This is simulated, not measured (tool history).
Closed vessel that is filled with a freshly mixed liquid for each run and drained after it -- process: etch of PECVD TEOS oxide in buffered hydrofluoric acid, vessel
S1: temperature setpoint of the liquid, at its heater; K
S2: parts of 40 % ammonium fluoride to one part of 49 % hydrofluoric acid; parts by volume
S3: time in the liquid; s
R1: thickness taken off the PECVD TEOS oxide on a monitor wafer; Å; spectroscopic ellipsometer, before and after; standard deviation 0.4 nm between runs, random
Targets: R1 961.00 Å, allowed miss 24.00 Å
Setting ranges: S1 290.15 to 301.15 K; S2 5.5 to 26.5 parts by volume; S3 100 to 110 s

run 1 hour=0.0 | S1=293.15 S2=16.0 S3=100 | R1=1271.70
run 2 hour=8.9 | S1=293.15 S2=12.0 S3=100 | R1=1697.30
run 3 hour=12.9 | S1=296.15 S2=12.0 S3=100 | R1=1990.00
run 4 hour=19.5 | S1=294.65 S2=13.5 S3=100 | R1=1633.40
-- hour=20.1 hydrofluoric acid flow meter replaced
run 5 hour=20.1 | S1=293.15 S2=15.0 S3=100 | R1=1478.40
run 6 hour=20.6 | S1=293.15 S2=15.0 S3=100 | R1=1468.70
run 7 hour=22.3 | S1=292.15 S2=16.5 S3=100 | R1=1269.80
run 8 hour=27.5 | S1=291.65 S2=17.5 S3=100 | R1=1153.80
run 9 hour=34.3 | S1=291.15 S2=18.0 S3=100 | R1=1103.20
run 10 hour=36.6 | S1=290.65 S2=18.5 S3=100 | R1=1045.70
run 11 hour=45.6 | S1=290.65 S2=19.0 S3=100 | R1=1013.00

5 next moves are on the table. One of them brings every result within its allowed miss. Which?
run A hour=54.6 | S1=290.15 S2=19.5 S3=100 | R1=?
run B hour=54.6 | S1=292.15 S2=21.0 S3=105 | R1=?
run C hour=54.6 | S1=290.15 S2=18.0 S3=100 | R1=?
run D hour=54.6 | S1=290.15 S2=18.5 S3=105 | R1=?
run E hour=54.6 | S1=290.15 S2=17.5 S3=100 | R1=?

move=A R1=961.48
move=B R1=1066.70
move=C R1=1040.70
move=D R1=1063.50
move=E R1=1070.00
A: all results land within tolerance of their targets
B: further off than the last run
C: further off than the last run
D: further off than the last run
E: further off than the last run
A meets every target.
